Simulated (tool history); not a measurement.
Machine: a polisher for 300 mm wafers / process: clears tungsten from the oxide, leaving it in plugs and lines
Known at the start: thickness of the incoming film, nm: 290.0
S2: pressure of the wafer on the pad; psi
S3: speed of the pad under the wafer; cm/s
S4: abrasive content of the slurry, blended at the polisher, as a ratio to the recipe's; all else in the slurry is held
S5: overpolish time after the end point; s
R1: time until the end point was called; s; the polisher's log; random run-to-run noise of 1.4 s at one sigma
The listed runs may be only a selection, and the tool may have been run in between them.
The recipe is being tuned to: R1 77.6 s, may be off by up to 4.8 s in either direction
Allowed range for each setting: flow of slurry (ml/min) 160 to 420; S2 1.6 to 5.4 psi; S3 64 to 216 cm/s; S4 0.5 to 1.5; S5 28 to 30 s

{"run": 1, "hour": 0.0, "flow of slurry (ml/min)": 270, "S2": 3.5, "S3": 140, "S4": 1, "S5": 28, "R1": 47.976}
{"run": 2, "hour": 4.2, "flow of slurry (ml/min)": 270, "S2": 3.5, "S3": 158, "S4": 1, "S5": 28, "R1": 42.118}
{"run": 3, "hour": 6.3, "flow of slurry (ml/min)": 270, "S2": 3.5, "S3": 128, "S4": 1, "S5": 28, "R1": 53.01}
{"run": 4, "hour": 9.4, "flow of slurry (ml/min)": 270, "S2": 3.5, "S3": 128, "S4": 1, "S5": 28, "R1": 51.419}
{"run": 5, "hour": 16.1, "flow of slurry (ml/min)": 270, "S2": 3.3, "S3": 126, "S4": 1, "S5": 28, "R1": 56.424}
{"run": 6, "hour": 19.7, "flow of slurry (ml/min)": 270, "S2": 3.3, "S3": 126, "S4": 1, "S5": 28, "R1": 56.958}
{"run": 7, "hour": 23.3, "flow of slurry (ml/min)": 270, "S2": 3.1, "S3": 126, "S4": 1, "S5": 28, "R1": 59.422}
{"run": 8, "hour": 32.3, "flow of slurry (ml/min)": 270, "S2": 2.9, "S3": 126, "S4": 1, "S5": 28, "R1": 64.207}
{"run": 9, "hour": 39.8, "flow of slurry (ml/min)": 270, "S2": 2.8, "S3": 126, "S4": 1, "S5": 28, "R1": 64.67}
{"run": 10, "hour": 43.3, "flow of slurry (ml/min)": 270, "S2": 2.7, "S3": 126, "S4": 1, "S5": 28, "R1": 66.625}
{"run": 11, "hour": 44.4, "flow of slurry (ml/min)": 270, "S2": 2.6, "S3": 126, "S4": 1, "S5": 28, "R1": 70.042}

Pick the move, out of 5, that brings all results within their allowed miss; only one does.
{"run": "A", "hour": 45.5, "flow of slurry (ml/min)": 255, "S2": 2.6, "S3": 114, "S4": 1.05, "S5": 30, "R1": "?"}
{"run": "B", "hour": 45.5, "flow of slurry (ml/min)": 285, "S2": 2.3, "S3": 114, "S4": 0.95, "S5": 29, "R1": "?"}
{"run": "C", "hour": 45.5, "flow of slurry (ml/min)": 220, "S2": 2.2, "S3": 114, "S4": 1.15, "S5": 30, "R1": "?"}
{"run": "D", "hour": 45.5, "flow of slurry (ml/min)": 250, "S2": 2.2, "S3": 122, "S4": 0.95, "S5": 28, "R1": "?"}
{"run": "E", "hour": 45.5, "flow of slurry (ml/min)": 240, "S2": 2.4, "S3": 114, "S4": 0.65, "S5": 28, "R1": "?"}

move=A R1=75.75
move=B R1=85.971
move=C R1=88.698
move=D R1=85.145
move=E R1=90.401
A: hits every target within its allowed miss
B: takes the biggest miss from the last run beyond its target
C: takes the biggest miss from the last run beyond its target
D: takes the biggest miss from the last run beyond its target
E: takes the biggest miss from the last run beyond its target
Answer: A

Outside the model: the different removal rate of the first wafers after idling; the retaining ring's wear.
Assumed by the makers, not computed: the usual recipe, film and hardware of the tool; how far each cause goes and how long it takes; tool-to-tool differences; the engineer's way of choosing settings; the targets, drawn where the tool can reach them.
